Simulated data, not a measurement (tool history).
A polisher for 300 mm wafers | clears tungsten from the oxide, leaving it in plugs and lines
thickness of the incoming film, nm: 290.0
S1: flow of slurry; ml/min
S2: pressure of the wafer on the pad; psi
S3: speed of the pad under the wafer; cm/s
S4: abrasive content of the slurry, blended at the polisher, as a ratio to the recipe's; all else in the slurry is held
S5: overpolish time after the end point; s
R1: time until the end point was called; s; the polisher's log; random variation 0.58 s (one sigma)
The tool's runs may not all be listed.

run,hour,S1,S2,S3,S4,S5,R1
1,0.0,190,2.4,114,1.0,42,74.822
2,8.5,190,2.4,114,1.0,42,74.711
3,15.4,190,2.8,114,1.0,42,66.288
4,19.1,190,3.0,116,1.0,42,61.150
5,20.4,190,3.1,116,1.0,42,58.954
6,26.8,190,3.1,116,0.8,42,60.250
7,35.5,190,3.2,116,0.8,42,59.188
8,39.8,190,3.3,118,0.8,42,56.353

The next listed run, before its measurement:
9,43.5,190,3.3,118,0.8,42,?

{"run 9": {"R1": 55.291}}
